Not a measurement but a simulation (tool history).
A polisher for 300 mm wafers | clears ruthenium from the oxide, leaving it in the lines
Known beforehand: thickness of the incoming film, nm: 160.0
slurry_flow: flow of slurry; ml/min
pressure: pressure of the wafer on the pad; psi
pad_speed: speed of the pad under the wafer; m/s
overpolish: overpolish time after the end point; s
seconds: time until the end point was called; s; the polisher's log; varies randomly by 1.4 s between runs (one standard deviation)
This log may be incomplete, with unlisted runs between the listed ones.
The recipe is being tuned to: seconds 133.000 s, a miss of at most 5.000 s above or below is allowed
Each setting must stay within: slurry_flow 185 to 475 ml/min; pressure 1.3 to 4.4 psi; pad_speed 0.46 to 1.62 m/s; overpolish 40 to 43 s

run,day,slurry_flow,pressure,pad_speed,overpolish,seconds
1,0.000,305,2.8,1.04,40,107.690
2,0.092,305,2.6,1.04,40,114.850
3,0.338,305,2.6,1.04,43,112.850
4,0.446,305,2.5,1.04,43,119.640
5,0.729,305,2.4,1.04,43,122.930
6,1.075,305,3.0,1.04,43,99.034
7,1.292,305,2.8,1.04,43,106.580
8,1.479,305,2.6,1.04,43,116.000
9,1.696,305,2.5,1.04,43,116.340
10,1.879,305,2.4,1.04,43,125.640

Which of these 4 next moves meets every target?
A,2.062,340,2.3,1.18,41,?
B,2.062,335,2.0,1.04,40,?
C,2.062,285,2.2,1.06,43,?
D,2.062,350,2.7,0.94,40,?

move,seconds
A,113.820
B,147.470
C,135.260
D,121.100
A: further off than the last run
B: pushes the last run's worst result past its target
C: hits every target within its allowed miss
D: further off than the last run
So the answer is move C, the one that meets all the targets.
